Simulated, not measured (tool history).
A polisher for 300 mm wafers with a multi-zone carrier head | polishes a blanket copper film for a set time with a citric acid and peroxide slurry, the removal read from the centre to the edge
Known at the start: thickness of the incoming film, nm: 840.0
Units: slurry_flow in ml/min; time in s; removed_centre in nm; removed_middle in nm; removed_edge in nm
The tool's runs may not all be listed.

run  hour  slurry_flow  centre_zone  middle_zone  edge_zone  slurry_solids  time  removed_centre  removed_middle  removed_edge
  1   0.0          125         1.00         1.00       1.00           1.00    65          156.19          154.43        152.44
  2   1.6          135         1.01         1.03       1.03           1.15    66          164.46          169.45        167.94
  3   6.7          135         1.01         1.03       1.07           1.15    66          166.64          165.91        165.90
  4  12.3          145         1.03         1.05       1.06           1.25    67          177.97          177.66        172.44
  5  17.9          150         1.03         1.06       1.07           1.30    69          185.47          186.61        182.68
  6  23.0          150         1.03         1.06       1.07           1.20    69          176.51          180.08        179.86
  7  28.3          180         1.08         1.16       1.17           1.35    71          203.14          213.67        200.83

The next listed run, before its measurement:
  8  31.3          180         1.09         1.16       1.17           1.35    71               ?               ?             ?

removed_centre: 203.55 nm
removed_middle: 218.45 nm
removed_edge: 203.73 nm
